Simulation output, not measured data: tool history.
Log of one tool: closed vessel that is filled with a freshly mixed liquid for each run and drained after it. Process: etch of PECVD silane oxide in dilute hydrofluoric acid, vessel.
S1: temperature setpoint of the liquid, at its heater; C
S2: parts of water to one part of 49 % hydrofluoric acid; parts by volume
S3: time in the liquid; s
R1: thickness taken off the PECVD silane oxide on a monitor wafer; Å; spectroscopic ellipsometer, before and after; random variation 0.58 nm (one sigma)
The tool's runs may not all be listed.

run,day,S1,S2,S3,R1
1,0,22,165,340,398.5
2,0.262,22,165,365,424.58
3,0.458,22,135,365,537
4,0.642,22.5,135,365,557.46
5,0.988,22.5,110,365,702.55
6,1.342,21.5,110,365,676.36
7,1.462,17.5,115,365,537.52

Forecast run 8:
8,1.638,18,115,365,?

{"run 8": {"R1": 545.46}}

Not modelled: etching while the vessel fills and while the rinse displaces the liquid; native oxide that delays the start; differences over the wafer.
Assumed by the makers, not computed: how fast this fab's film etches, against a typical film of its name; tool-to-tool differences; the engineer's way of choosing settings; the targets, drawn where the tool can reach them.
